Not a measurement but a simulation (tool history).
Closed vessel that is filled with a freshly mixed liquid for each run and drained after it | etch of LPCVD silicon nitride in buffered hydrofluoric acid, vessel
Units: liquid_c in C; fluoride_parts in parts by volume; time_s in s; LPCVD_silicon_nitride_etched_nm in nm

run  hour  liquid_c  fluoride_parts  time_s  LPCVD_silicon_nitride_etched_nm
  1     0        25            10.5    1930                           27.705
  2   4.7        23            11.5    1930                           22.562
  3  13.1      21.5              12    1930                            20.23
  4  20.7        24              12    1930                           22.986
  5  26.7      22.5            12.5    1930                           20.465
  6    32        19            12.5    1930                           16.873

Run 7 comes next. What will it give?
  7  38.2      18.5              13    1930                                ?

{"run 7": {"LPCVD_silicon_nitride_etched_nm": 15.675}}
